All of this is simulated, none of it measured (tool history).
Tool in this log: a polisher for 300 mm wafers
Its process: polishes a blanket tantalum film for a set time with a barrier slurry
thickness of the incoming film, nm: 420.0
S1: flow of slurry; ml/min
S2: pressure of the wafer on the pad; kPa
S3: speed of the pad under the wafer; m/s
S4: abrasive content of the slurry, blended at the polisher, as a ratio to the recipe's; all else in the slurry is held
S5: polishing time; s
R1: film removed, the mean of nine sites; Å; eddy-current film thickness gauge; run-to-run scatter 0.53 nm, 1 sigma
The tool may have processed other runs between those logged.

{"run": 1, "hour": 0.0, "S1": 205, "S2": 14.5, "S3": 1.06, "S4": 1.0, "S5": 34, "R1": 652.25}
{"run": 2, "hour": 2.0, "S1": 205, "S2": 14.5, "S3": 1.06, "S4": 0.9, "S5": 34, "R1": 631.78}
{"run": 3, "hour": 10.1, "S1": 205, "S2": 14.5, "S3": 1.06, "S4": 0.9, "S5": 34, "R1": 611.92}
{"run": 4, "hour": 18.2, "S1": 205, "S2": 13.1, "S3": 1.06, "S4": 0.9, "S5": 34, "R1": 570.26}
{"hour": 22.5, "done": "slurry blender recalibrated"}
{"run": 5, "hour": 22.5, "S1": 240, "S2": 13.1, "S3": 1.06, "S4": 0.9, "S5": 34, "R1": 640.76}
{"run": 6, "hour": 23.1, "S1": 240, "S2": 13.1, "S3": 0.94, "S4": 0.9, "S5": 34, "R1": 573.07}
{"run": 7, "hour": 28.8, "S1": 220, "S2": 13.1, "S3": 0.94, "S4": 0.9, "S5": 34, "R1": 573.17}

Run 8 has not been measured yet. What should we expect?
{"run": 8, "hour": 33.7, "S1": 205, "S2": 12.4, "S3": 0.92, "S4": 0.9, "S5": 34, "R1": "?"}

Run 8 gave R1 521.07 Å.

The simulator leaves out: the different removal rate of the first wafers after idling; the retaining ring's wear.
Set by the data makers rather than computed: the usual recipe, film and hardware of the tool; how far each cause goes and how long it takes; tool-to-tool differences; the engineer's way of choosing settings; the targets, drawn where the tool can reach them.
